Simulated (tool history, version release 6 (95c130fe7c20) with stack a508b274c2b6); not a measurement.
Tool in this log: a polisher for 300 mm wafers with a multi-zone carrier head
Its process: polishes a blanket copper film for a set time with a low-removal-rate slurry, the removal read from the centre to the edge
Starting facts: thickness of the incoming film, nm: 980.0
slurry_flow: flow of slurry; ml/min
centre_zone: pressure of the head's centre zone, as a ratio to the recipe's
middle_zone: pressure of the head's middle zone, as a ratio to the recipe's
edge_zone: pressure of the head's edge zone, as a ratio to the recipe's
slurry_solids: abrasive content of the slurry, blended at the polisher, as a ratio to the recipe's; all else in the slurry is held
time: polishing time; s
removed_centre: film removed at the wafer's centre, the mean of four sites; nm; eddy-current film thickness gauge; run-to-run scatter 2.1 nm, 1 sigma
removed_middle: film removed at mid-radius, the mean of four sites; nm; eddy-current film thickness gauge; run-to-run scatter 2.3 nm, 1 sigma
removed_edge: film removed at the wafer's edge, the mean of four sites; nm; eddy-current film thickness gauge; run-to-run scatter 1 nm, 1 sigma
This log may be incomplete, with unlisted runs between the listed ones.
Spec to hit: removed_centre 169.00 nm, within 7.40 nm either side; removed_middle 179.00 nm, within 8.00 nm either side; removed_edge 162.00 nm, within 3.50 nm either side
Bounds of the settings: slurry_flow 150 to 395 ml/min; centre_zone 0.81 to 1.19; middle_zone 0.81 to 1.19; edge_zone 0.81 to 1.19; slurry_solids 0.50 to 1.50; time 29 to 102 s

| run | hour | slurry_flow | centre_zone | middle_zone | edge_zone | slurry_solids | time | removed_centre | removed_middle | removed_edge |
|---|---|---|---|---|---|---|---|---|---|---|
| 1 | 0.0 | 250 | 1.00 | 1.00 | 1.00 | 1.00 | 65 | 141.29 | 136.69 | 134.76 |
| 2 | 6.1 | 250 | 1.04 | 1.00 | 1.00 | 1.00 | 65 | 142.57 | 136.59 | 131.77 |
| 3 | 12.0 | 250 | 1.04 | 1.03 | 1.00 | 1.00 | 65 | 146.44 | 143.01 | 133.86 |
| 4 | 16.6 | 260 | 1.04 | 1.05 | 1.03 | 1.05 | 65 | 147.47 | 145.82 | 137.33 |
| 5 | 24.2 | 260 | 1.04 | 1.05 | 1.03 | 0.85 | 65 | 143.59 | 137.42 | 130.02 |
| 6 | 28.4 | 265 | 1.05 | 1.07 | 1.05 | 0.95 | 65 | 148.08 | 147.35 | 134.74 |
| 7 | 35.7 | 270 | 1.05 | 1.07 | 1.07 | 1.00 | 65 | 144.10 | 150.63 | 140.11 |
| 8 | 40.8 | 320 | 1.15 | 1.16 | 1.16 | 1.15 | 68 | 177.37 | 175.13 | 156.84 |
| 9 | 47.9 | 320 | 1.14 | 1.16 | 1.17 | 1.15 | 68 | 177.42 | 172.80 | 159.17 |

4 candidate next runs follow, results not yet known. Just one meets every target within its allowed miss. Identify it.
| A | 55.0 | 350 | 1.17 | 1.19 | 1.09 | 1.00 | 71 | ? | ? | ? |
| B | 55.0 | 330 | 1.15 | 1.19 | 1.15 | 1.05 | 71 | ? | ? | ? |
| C | 55.0 | 325 | 1.08 | 1.19 | 1.19 | 1.20 | 68 | ? | ? | ? |
| D | 55.0 | 250 | 1.15 | 1.19 | 1.07 | 1.35 | 71 | ? | ? | ? |

| move | removed_centre | removed_middle | removed_edge |
|---|---|---|---|
| A | 188.13 | 176.55 | 155.76 |
| B | 186.09 | 177.79 | 161.38 |
| C | 172.53 | 175.68 | 162.32 |
| D | 192.10 | 184.08 | 162.07 |
A: lands further from the targets than the last run did
B: lands further from the targets than the last run did
C: every result within its allowed miss
D: lands further from the targets than the last run did
The move that meets every target is C.
